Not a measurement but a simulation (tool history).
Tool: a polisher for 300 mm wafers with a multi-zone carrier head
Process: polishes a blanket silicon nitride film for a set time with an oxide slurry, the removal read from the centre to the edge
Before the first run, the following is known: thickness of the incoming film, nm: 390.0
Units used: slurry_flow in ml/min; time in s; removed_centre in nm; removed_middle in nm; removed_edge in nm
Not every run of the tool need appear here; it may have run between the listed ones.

run  hour  slurry_flow  centre_zone  middle_zone  edge_zone  slurry_solids  time  removed_centre  removed_middle  removed_edge
  1   0.0          220         1.00         1.00       1.00           1.00    43          28.645          28.364        29.798
  2   1.9          220         1.00         1.08       1.00           1.00    43          28.352          29.719        29.863
  3   8.8          220         0.96         1.08       1.00           1.00    43          28.377          29.904        29.512
  4  14.7          225         0.97         1.07       0.97           0.95    43          27.660          29.382        28.413
  5  23.3          225         0.97         1.07       0.97           0.95    49          31.567          33.035        32.812
  6  26.9          225         0.98         1.06       0.95           0.90    49          31.570          32.174        31.082
  7  34.4          220         0.97         1.04       0.94           0.85    49          30.121          31.469        30.527
  8  36.9          220         0.98         1.02       0.93           0.80    49          29.870          30.077        29.674
  9  39.5          220         0.98         1.01       0.92           0.75    49          28.811          28.786        28.808
 10  41.2          220         0.99         1.01       0.91           0.70    49          28.450          27.910        27.434
 11  45.3          215         0.99         1.00       0.90           0.70    49          28.059          27.604        27.450
 12  52.8          210         1.00         1.00       0.89           0.70    49          28.185          27.846        27.351
 13  57.9          210         1.01         0.99       0.88           0.65    49          27.686          26.598        26.303
 14  60.6          205         1.01         0.99       0.87           0.65    49          28.324          26.412        25.992
 15  67.9          200         1.01         0.99       0.86           0.65    49          27.561          26.572        25.957

Run 16 comes next. What will it give?
 16  71.1          200         1.01         0.99       0.85           0.65    49               ?               ?             ?

{"run 16": {"removed_centre": 27.339, "removed_middle": 26.64, "removed_edge": 25.647}}
